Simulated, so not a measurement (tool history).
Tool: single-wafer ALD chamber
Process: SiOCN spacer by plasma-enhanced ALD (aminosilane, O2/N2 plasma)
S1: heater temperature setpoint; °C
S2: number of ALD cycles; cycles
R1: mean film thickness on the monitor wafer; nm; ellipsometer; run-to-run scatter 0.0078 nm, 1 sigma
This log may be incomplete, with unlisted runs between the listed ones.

{"run": 1, "hour": 0.0, "S1": 395, "S2": 49, "R1": 3.3194}
{"run": 2, "hour": 1.7, "S1": 395, "S2": 54, "R1": 3.6703}
{"run": 3, "hour": 7.0, "S1": 404, "S2": 54, "R1": 3.577}
{"run": 4, "hour": 9.7, "S1": 406, "S2": 51, "R1": 3.329}
{"run": 5, "hour": 13.0, "S1": 408, "S2": 48, "R1": 3.1053}
{"run": 6, "hour": 19.6, "S1": 408, "S2": 42, "R1": 2.7199}
{"run": 7, "hour": 27.4, "S1": 409, "S2": 41, "R1": 2.6496}

The next listed run, before its measurement:
{"run": 8, "hour": 33.8, "S1": 410, "S2": 40, "R1": "?"}

R1: 2.5689 nm
